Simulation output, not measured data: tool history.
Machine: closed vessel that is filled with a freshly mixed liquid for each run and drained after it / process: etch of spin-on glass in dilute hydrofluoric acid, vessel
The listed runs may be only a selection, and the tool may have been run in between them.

| run | hour | temperature setpoint of the liquid (K) | parts of water to one part of 49 % hydrofluoric acid (parts by volume) | time in the liquid (s) | thickness taken off the spin-on glass on a monitor wafer (nm) |
|---|---|---|---|---|---|
| 1 | 0.0 | 298.15 | 145 | 185 | 41.766 |
| 2 | 3.0 | 298.15 | 145 | 185 | 42.219 |
| 3 | 4.6 | 296.65 | 145 | 185 | 39.113 |
| 4 | 8.6 | 294.65 | 145 | 185 | 36.352 |
| 5 | 12.5 | 291.15 | 145 | 185 | 31.307 |
| 6 | 20.6 | 295.15 | 140 | 185 | 38.872 |
| 7 | 25.1 | 298.15 | 140 | 185 | 43.769 |

What does the tool deliver on the next run?
| 8 | 30.5 | 300.15 | 140 | 185 | ? |

thickness taken off the spin-on glass on a monitor wafer (nm): 47.819
